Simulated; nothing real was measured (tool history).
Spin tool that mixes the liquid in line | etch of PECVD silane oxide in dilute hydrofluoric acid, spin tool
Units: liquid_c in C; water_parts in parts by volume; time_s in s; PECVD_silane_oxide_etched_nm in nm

run,hour,liquid_c,water_parts,time_s,PECVD_silane_oxide_etched_nm
1,0.0,23.0,65,65,23.584
2,6.7,23.0,65,50,18.055
3,12.9,21.0,65,50,16.686
4,16.9,21.0,50,50,22.041
5,17.7,18.5,50,50,19.692
6,25.8,18.5,50,50,19.799
7,34.8,17.0,75,50,12.056
8,40.7,17.5,75,50,12.322
9,43.4,18.0,75,50,12.601

Run 10 comes next. What will it give?
10,47.5,18.0,75,50,?

{"run 10": {"PECVD_silane_oxide_etched_nm": 12.571}}
